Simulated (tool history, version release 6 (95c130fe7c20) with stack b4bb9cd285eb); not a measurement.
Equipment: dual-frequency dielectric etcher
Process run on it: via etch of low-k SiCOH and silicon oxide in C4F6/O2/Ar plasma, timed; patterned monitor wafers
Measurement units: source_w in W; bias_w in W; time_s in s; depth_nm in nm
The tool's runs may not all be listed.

run 1 hour=0 | source_w=440 bias_w=225 time_s=51 | depth_nm=148.08
run 2 hour=5.9 | source_w=440 bias_w=225 time_s=51 | depth_nm=147.39
run 3 hour=7.3 | source_w=450 bias_w=226 time_s=51 | depth_nm=148.64
run 4 hour=15.2 | source_w=450 bias_w=226 time_s=51 | depth_nm=150.14
run 5 hour=24.1 | source_w=450 bias_w=226 time_s=51 | depth_nm=149.75
run 6 hour=26.6 | source_w=450 bias_w=226 time_s=51 | depth_nm=149.61

Estimate the outcome of run 7 from the log above:
run 7 hour=32.4 | source_w=460 bias_w=227 time_s=51 | depth_nm=?

{"run 7": {"depth_nm": 150.82}}
